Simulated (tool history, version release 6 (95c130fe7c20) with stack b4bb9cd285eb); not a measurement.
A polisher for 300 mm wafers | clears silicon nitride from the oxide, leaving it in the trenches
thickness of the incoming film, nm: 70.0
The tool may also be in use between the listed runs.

run	hour	flow of slurry (ml/min)	pressure of the wafer on the pad (kPa)	speed of the pad under the wafer (m/s)	overpolish time after the end point (s)	time until the end point was called (s)
1	0.0	190	13.1	0.78	7	157.31
2	7.1	195	14.5	0.78	7	149.42
3	10.7	195	14.5	0.78	7	152.67
4	14.7	195	14.5	0.70	7	168.21
5	23.0	195	11.0	0.70	7	192.37
6	28.8	175	11.0	0.70	7	199.88

The next listed run, before its measurement:
7	32.3	190	13.8	0.72	7	?

time until the end point was called (s): 168.75
